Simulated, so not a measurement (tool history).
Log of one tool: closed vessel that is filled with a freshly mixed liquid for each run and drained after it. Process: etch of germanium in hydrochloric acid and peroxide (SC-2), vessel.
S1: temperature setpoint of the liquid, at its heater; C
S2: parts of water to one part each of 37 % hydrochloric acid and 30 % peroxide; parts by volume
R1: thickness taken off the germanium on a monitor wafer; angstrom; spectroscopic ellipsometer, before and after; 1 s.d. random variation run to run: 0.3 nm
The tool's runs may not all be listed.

Run 1, hour 0: S1 55 C, S2 6 parts by volume, time in the liquid (s) 35. Result: R1 1092.3 angstrom.
Run 2, hour 5: S1 55 C, S2 4.5 parts by volume, time in the liquid (s) 35. Result: R1 1103.7 angstrom.
Run 3, hour 7.7: S1 53.5 C, S2 4.5 parts by volume, time in the liquid (s) 35. Result: R1 1053.4 angstrom.
Run 4, hour 8.8: S1 52.5 C, S2 4.5 parts by volume, time in the liquid (s) 35. Result: R1 1022.5 angstrom.
Run 5, hour 11.8: S1 52.5 C, S2 4.5 parts by volume, time in the liquid (s) 35. Result: R1 1012.6 angstrom.
Run 6, hour 16.6: S1 55 C, S2 4.5 parts by volume, time in the liquid (s) 35. Result: R1 1102.2 angstrom.
Run 7, hour 21: S1 55 C, S2 4.5 parts by volume, time in the liquid (s) 35. Result: R1 1106.6 angstrom.
At hour 22.3: thermometer replaced.
Run 8, hour 22.3: S1 53.5 C, S2 4.5 parts by volume, time in the liquid (s) 35. Result: R1 1100.6 angstrom.
Run 9, hour 28.5: S1 53.5 C, S2 4.5 parts by volume, time in the liquid (s) 35. Result: R1 1102.8 angstrom.
Run 10, hour 34.3: S1 52 C, S2 4.5 parts by volume, time in the liquid (s) 35. Result: R1 1043.9 angstrom.
Run 11, hour 35.7: S1 50.5 C, S2 4.5 parts by volume, time in the liquid (s) 35. Result: R1 1002.5 angstrom.

For run 12, what comes out?
Run 12, hour 40.8: S1 49.5 C, S2 4.5 parts by volume, time in the liquid (s) 35. Result: R1 ?.

{"run 12": {"R1": 972.73}}

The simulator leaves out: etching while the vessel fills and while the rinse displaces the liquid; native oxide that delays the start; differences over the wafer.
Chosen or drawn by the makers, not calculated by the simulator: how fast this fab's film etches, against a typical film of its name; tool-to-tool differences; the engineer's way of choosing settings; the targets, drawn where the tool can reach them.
